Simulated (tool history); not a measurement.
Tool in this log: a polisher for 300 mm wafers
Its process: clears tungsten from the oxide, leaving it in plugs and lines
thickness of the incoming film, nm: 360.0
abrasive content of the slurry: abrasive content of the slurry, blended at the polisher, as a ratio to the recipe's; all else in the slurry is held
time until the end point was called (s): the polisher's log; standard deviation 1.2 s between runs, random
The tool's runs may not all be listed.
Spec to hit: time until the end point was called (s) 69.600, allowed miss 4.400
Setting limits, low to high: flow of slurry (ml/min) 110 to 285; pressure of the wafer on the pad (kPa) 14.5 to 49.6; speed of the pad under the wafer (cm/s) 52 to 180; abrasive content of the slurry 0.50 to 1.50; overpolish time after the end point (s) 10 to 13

run	day	flow of slurry (ml/min)	pressure of the wafer on the pad (kPa)	speed of the pad under the wafer (cm/s)	abrasive content of the slurry	overpolish time after the end point (s)	time until the end point was called (s)
1	0.000	180	31.7	116	1.00	13	48.734
2	0.229	180	31.0	116	1.00	13	50.340
3	0.471	180	30.3	116	1.00	13	51.627
4	0.825	180	30.3	116	0.90	13	54.150
5	0.908	180	30.3	116	1.00	13	51.989
# day 1.125: slurry blender recalibrated
6	1.125	180	29.6	116	1.00	13	48.864
7	1.408	180	29.6	112	1.00	13	50.758
8	1.650	180	29.6	112	1.00	13	50.422
9	1.783	180	29.0	108	1.00	13	53.642

4 next moves are on the table. One of them brings every result within its allowed miss. Which?
A	1.917	150	25.5	110	1.00	12	?
B	1.917	180	35.9	84	0.85	10	?
C	1.917	175	29.6	92	1.00	13	?
D	1.917	180	23.4	98	1.05	13	?

move	time until the end point was called (s)
A	63.622
B	60.387
C	63.747
D	73.861
A: moves toward the targets from the last run without getting all of them in spec
B: moves toward the targets from the last run without getting all of them in spec
C: moves toward the targets from the last run without getting all of them in spec
D: hits every target within its allowed miss
The right move is D.

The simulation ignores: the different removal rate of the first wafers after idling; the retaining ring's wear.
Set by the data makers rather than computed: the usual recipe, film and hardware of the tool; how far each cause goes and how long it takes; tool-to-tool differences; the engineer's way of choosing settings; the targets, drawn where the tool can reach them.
